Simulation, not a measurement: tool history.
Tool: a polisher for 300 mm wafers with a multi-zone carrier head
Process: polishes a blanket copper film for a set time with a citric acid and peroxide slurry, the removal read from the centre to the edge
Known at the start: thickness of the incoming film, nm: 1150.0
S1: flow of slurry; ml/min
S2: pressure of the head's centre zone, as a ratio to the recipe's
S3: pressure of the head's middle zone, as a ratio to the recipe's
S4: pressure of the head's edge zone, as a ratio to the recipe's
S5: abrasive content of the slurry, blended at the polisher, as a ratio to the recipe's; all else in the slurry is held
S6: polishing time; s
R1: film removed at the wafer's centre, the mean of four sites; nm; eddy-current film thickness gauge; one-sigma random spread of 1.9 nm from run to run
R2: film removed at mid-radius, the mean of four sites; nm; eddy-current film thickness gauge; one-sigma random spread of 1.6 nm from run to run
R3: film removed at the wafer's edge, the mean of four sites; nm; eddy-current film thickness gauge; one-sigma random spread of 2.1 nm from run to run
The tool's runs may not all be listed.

Run 1, day 0.000: S1 120 ml/min, S2 1.00, S3 1.00, S4 1.00, S5 1.00, S6 88 s. Result: R1 265.89 nm, R2 276.30 nm, R3 276.32 nm.
Run 2, day 0.117: S1 115 ml/min, S2 0.99, S3 0.98, S4 0.97, S5 0.90, S6 82 s. Result: R1 237.70 nm, R2 245.87 nm, R3 247.45 nm.
Run 3, day 0.371: S1 115 ml/min, S2 0.99, S3 0.95, S4 0.97, S5 0.90, S6 82 s. Result: R1 240.95 nm, R2 242.49 nm, R3 248.45 nm.
Run 4, day 0.675: S1 110 ml/min, S2 0.98, S3 0.94, S4 0.95, S5 0.80, S6 77 s. Result: R1 214.61 nm, R2 214.32 nm, R3 225.67 nm.
Run 5, day 0.908: S1 110 ml/min, S2 0.98, S3 0.94, S4 0.95, S5 0.70, S6 77 s. Result: R1 214.73 nm, R2 214.37 nm, R3 219.61 nm.
Run 6, day 1.171: S1 105 ml/min, S2 0.97, S3 0.94, S4 0.93, S5 0.65, S6 74 s. Result: R1 194.89 nm, R2 197.62 nm, R3 208.35 nm.

Estimate the outcome of run 7 from the log above:
Run 7, day 1.492: S1 105 ml/min, S2 0.97, S3 0.95, S4 0.91, S5 0.60, S6 71 s. Result: R1 ?, R2 ?, R3 ?.

{"run 7": {"R1": 188.96, "R2": 191.58, "R3": 196.1}}

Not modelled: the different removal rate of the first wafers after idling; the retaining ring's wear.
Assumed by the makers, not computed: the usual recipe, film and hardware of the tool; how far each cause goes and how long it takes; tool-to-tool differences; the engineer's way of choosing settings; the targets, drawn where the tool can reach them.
